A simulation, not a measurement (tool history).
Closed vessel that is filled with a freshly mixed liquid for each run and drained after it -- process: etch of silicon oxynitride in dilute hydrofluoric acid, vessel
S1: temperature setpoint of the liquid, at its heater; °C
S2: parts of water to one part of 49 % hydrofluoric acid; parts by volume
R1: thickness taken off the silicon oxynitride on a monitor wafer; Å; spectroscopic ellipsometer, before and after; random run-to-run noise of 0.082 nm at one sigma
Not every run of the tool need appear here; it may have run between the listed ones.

{"run": 1, "hour": 0.0, "S1": 23, "S2": 170, "time in the liquid (s)": 2565, "R1": 216.85}
{"run": 2, "hour": 8.3, "S1": 23, "S2": 120, "time in the liquid (s)": 2565, "R1": 311.68}
{"run": 3, "hour": 16.7, "S1": 21, "S2": 155, "time in the liquid (s)": 2565, "R1": 213.57}
{"run": 4, "hour": 23.0, "S1": 24, "S2": 155, "time in the liquid (s)": 2565, "R1": 247.72}
{"run": 5, "hour": 26.8, "S1": 24, "S2": 135, "time in the liquid (s)": 2565, "R1": 289.75}
{"run": 6, "hour": 28.0, "S1": 24, "S2": 165, "time in the liquid (s)": 2565, "R1": 232.89}
{"run": 7, "hour": 34.3, "S1": 20, "S2": 235, "time in the liquid (s)": 2565, "R1": 128.27}
{"run": 8, "hour": 34.9, "S1": 19, "S2": 240, "time in the liquid (s)": 2565, "R1": 117.28}

Run 9, settings as shown, results not yet in. Your forecast:
{"run": 9, "hour": 39.2, "S1": 18.5, "S2": 240, "time in the liquid (s)": 2565, "R1": "?"}

For run 9 the tool returned R1 117.71 Å.
